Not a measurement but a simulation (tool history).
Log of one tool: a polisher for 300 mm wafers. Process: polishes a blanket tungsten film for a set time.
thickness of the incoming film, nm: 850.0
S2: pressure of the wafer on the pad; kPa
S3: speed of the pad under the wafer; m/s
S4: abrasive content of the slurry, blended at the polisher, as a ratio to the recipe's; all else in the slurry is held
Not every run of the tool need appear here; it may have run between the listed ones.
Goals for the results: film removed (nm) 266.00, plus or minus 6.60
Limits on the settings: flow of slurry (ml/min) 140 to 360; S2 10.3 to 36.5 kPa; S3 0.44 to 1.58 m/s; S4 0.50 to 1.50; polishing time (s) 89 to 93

run 1 day=0.000 | flow_of_slurry_(ml/min)=230 S2=23.4 S3=1.00 S4=1.00 polishing_time_(s)=89 | film_removed_(nm)=363.54
run 2 day=0.067 | flow_of_slurry_(ml/min)=230 S2=19.3 S3=1.00 S4=1.00 polishing_time_(s)=89 | film_removed_(nm)=302.81
run 3 day=0.425 | flow_of_slurry_(ml/min)=255 S2=19.3 S3=1.00 S4=1.00 polishing_time_(s)=89 | film_removed_(nm)=308.30
run 4 day=0.579 | flow_of_slurry_(ml/min)=250 S2=19.3 S3=1.00 S4=1.00 polishing_time_(s)=89 | film_removed_(nm)=307.76
run 5 day=0.621 | flow_of_slurry_(ml/min)=245 S2=19.3 S3=1.00 S4=1.00 polishing_time_(s)=89 | film_removed_(nm)=306.65
run 6 day=0.838 | flow_of_slurry_(ml/min)=245 S2=24.1 S3=1.00 S4=1.00 polishing_time_(s)=89 | film_removed_(nm)=381.10
run 7 day=0.900 | flow_of_slurry_(ml/min)=240 S2=23.4 S3=1.00 S4=1.00 polishing_time_(s)=89 | film_removed_(nm)=366.63
run 8 day=1.146 | flow_of_slurry_(ml/min)=235 S2=22.8 S3=1.00 S4=1.00 polishing_time_(s)=89 | film_removed_(nm)=357.14
run 9 day=1.175 | flow_of_slurry_(ml/min)=235 S2=22.1 S3=1.00 S4=1.00 polishing_time_(s)=89 | film_removed_(nm)=346.90
run 10 day=1.458 | flow_of_slurry_(ml/min)=215 S2=15.2 S3=1.00 S4=1.00 polishing_time_(s)=89 | film_removed_(nm)=234.93
run 11 day=1.521 | flow_of_slurry_(ml/min)=220 S2=15.2 S3=1.00 S4=1.00 polishing_time_(s)=89 | film_removed_(nm)=239.25
run 12 day=1.762 | flow_of_slurry_(ml/min)=225 S2=15.2 S3=1.00 S4=1.00 polishing_time_(s)=89 | film_removed_(nm)=242.28
run 13 day=1.846 | flow_of_slurry_(ml/min)=230 S2=15.2 S3=1.00 S4=1.00 polishing_time_(s)=89 | film_removed_(nm)=241.30
run 14 day=2.150 | flow_of_slurry_(ml/min)=235 S2=15.2 S3=1.00 S4=1.00 polishing_time_(s)=89 | film_removed_(nm)=241.61
run 15 day=2.312 | flow_of_slurry_(ml/min)=235 S2=15.2 S3=1.00 S4=1.00 polishing_time_(s)=89 | film_removed_(nm)=240.74
run 16 day=2.629 | flow_of_slurry_(ml/min)=235 S2=15.2 S3=1.00 S4=1.00 polishing_time_(s)=89 | film_removed_(nm)=243.51
run 17 day=2.800 | flow_of_slurry_(ml/min)=240 S2=15.2 S3=1.00 S4=1.00 polishing_time_(s)=89 | film_removed_(nm)=242.85
run 18 day=3.017 | flow_of_slurry_(ml/min)=245 S2=15.2 S3=1.00 S4=1.00 polishing_time_(s)=89 | film_removed_(nm)=242.40
run 19 day=3.250 | flow_of_slurry_(ml/min)=250 S2=15.2 S3=1.00 S4=1.00 polishing_time_(s)=89 | film_removed_(nm)=242.03
run 20 day=3.288 | flow_of_slurry_(ml/min)=255 S2=15.9 S3=1.00 S4=1.00 polishing_time_(s)=89 | film_removed_(nm)=251.53

Exercise: of the 4 proposed moves below, exactly one satisfies all targets within the stated allowed misses. Which move is it?
run A day=3.325 | flow_of_slurry_(ml/min)=275 S2=15.2 S3=1.00 S4=1.15 polishing_time_(s)=93 | film_removed_(nm)=?
run B day=3.325 | flow_of_slurry_(ml/min)=230 S2=16.5 S3=1.02 S4=1.00 polishing_time_(s)=93 | film_removed_(nm)=?
run C day=3.325 | flow_of_slurry_(ml/min)=180 S2=14.5 S3=1.12 S4=1.30 polishing_time_(s)=93 | film_removed_(nm)=?
run D day=3.325 | flow_of_slurry_(ml/min)=250 S2=15.2 S3=0.98 S4=1.05 polishing_time_(s)=92 | film_removed_(nm)=?

move=A film_removed_(nm)=264.52
move=B film_removed_(nm)=278.55
move=C film_removed_(nm)=280.92
move=D film_removed_(nm)=248.73
A: every result within its allowed miss
B: moves the result that the last run missed by most past its target, out the other side
C: moves the result that the last run missed by most past its target, out the other side
D: misses by more than the last run did
Correct choice: A, which meets every target
